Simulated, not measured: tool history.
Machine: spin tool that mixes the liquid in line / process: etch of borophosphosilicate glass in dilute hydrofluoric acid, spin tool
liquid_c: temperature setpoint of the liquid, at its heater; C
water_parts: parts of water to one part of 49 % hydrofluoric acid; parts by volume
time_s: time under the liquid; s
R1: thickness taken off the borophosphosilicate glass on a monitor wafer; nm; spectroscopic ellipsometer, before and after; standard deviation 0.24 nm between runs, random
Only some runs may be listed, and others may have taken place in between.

{"run": 1, "hour": 0.0, "liquid_c": 22.0, "water_parts": 60, "time_s": 135, "R1": 84.424}
{"run": 2, "hour": 8.5, "liquid_c": 21.0, "water_parts": 65, "time_s": 135, "R1": 74.836}
{"run": 3, "hour": 13.4, "liquid_c": 19.0, "water_parts": 65, "time_s": 135, "R1": 68.685}
{"run": 4, "hour": 14.3, "liquid_c": 19.0, "water_parts": 80, "time_s": 135, "R1": 55.042}
{"run": 5, "hour": 15.5, "liquid_c": 19.0, "water_parts": 60, "time_s": 135, "R1": 74.886}
{"run": 6, "hour": 22.5, "liquid_c": 18.5, "water_parts": 65, "time_s": 135, "R1": 66.732}

Forecast run 7:
{"run": 7, "hour": 23.7, "liquid_c": 18.0, "water_parts": 70, "time_s": 135, "R1": "?"}

R1: 60.298 nm
